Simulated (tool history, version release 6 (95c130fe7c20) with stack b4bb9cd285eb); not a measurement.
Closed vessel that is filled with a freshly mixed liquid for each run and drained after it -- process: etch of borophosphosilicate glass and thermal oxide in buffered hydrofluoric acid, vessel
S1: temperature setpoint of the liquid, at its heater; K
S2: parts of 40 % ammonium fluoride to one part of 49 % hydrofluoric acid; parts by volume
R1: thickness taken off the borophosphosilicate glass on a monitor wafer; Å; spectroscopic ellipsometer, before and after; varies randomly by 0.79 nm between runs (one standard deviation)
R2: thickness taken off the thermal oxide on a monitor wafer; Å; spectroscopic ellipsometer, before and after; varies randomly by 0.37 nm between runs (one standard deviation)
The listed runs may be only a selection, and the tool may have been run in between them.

run 1 hour=0 | S1=297.15 S2=12 time_in_the_liquid_(s)=60 | R1=2057.3 R2=593.4
run 2 hour=4.4 | S1=297.15 S2=12 time_in_the_liquid_(s)=85 | R1=2907.5 R2=843.72
run 3 hour=13.1 | S1=295.15 S2=13.5 time_in_the_liquid_(s)=85 | R1=2308.6 R2=677.86
run 4 hour=21.8 | S1=292.15 S2=13.5 time_in_the_liquid_(s)=85 | R1=1992.9 R2=571.43
run 5 hour=27.5 | S1=294.65 S2=13.5 time_in_the_liquid_(s)=85 | R1=2247.7 R2=656.6
run 6 hour=28.7 | S1=296.65 S2=13.5 time_in_the_liquid_(s)=85 | R1=2502.7 R2=739.75

Estimate the outcome of run 7 from the log above:
run 7 hour=36.3 | S1=294.65 S2=14.5 time_in_the_liquid_(s)=85 | R1=? R2=?

Run 7 came out at R1 2099.1 Å, R2 608.63 Å.
